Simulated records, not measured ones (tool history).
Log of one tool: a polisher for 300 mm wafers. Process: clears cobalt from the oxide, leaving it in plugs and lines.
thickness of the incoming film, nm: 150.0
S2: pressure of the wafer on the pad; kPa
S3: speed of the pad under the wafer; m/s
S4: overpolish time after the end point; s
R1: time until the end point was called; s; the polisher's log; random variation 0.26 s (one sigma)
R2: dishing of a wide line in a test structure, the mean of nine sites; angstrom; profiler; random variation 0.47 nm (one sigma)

Run 1, day 0.000: flow of slurry (ml/min) 275, S2 12.4 kPa, S3 1.22 m/s, S4 16 s. Result: R1 27.517 s, R2 261.44 angstrom.
Run 2, day 0.200: flow of slurry (ml/min) 275, S2 14.5 kPa, S3 1.24 m/s, S4 13 s. Result: R1 22.651 s, R2 261.54 angstrom.
Run 3, day 0.396: flow of slurry (ml/min) 275, S2 14.5 kPa, S3 0.98 m/s, S4 13 s. Result: R1 28.921 s, R2 253.61 angstrom.
Run 4, day 0.504: flow of slurry (ml/min) 275, S2 15.9 kPa, S3 1.06 m/s, S4 11 s. Result: R1 24.702 s, R2 243.91 angstrom.
Run 5, day 0.612: flow of slurry (ml/min) 275, S2 15.9 kPa, S3 1.06 m/s, S4 5 s. Result: R1 24.813 s, R2 169.02 angstrom.
Run 6, day 0.946: flow of slurry (ml/min) 210, S2 15.9 kPa, S3 1.06 m/s, S4 5 s. Result: R1 24.517 s, R2 167.73 angstrom.
Run 7, day 1.138: flow of slurry (ml/min) 215, S2 16.5 kPa, S3 1.14 m/s, S4 7 s. Result: R1 23.017 s, R2 208.69 angstrom.
Run 8, day 1.225: flow of slurry (ml/min) 220, S2 17.2 kPa, S3 1.24 m/s, S4 7 s. Result: R1 20.050 s, R2 222.66 angstrom.
Run 9, day 1.504: flow of slurry (ml/min) 220, S2 17.2 kPa, S3 1.24 m/s, S4 7 s. Result: R1 19.795 s, R2 221.52 angstrom.
Run 10, day 1.638: flow of slurry (ml/min) 225, S2 19.3 kPa, S3 1.38 m/s, S4 14 s. Result: R1 15.894 s, R2 269.37 angstrom.
Run 11, day 1.933: flow of slurry (ml/min) 225, S2 19.3 kPa, S3 1.40 m/s, S4 13 s. Result: R1 15.645 s, R2 268.39 angstrom.

Run 12 comes next. What will it give?
Run 12, day 2.242: flow of slurry (ml/min) 225, S2 19.3 kPa, S3 1.40 m/s, S4 13 s. Result: R1 ?, R2 ?.

{"run 12": {"R1": 15.412, "R2": 263.37}}

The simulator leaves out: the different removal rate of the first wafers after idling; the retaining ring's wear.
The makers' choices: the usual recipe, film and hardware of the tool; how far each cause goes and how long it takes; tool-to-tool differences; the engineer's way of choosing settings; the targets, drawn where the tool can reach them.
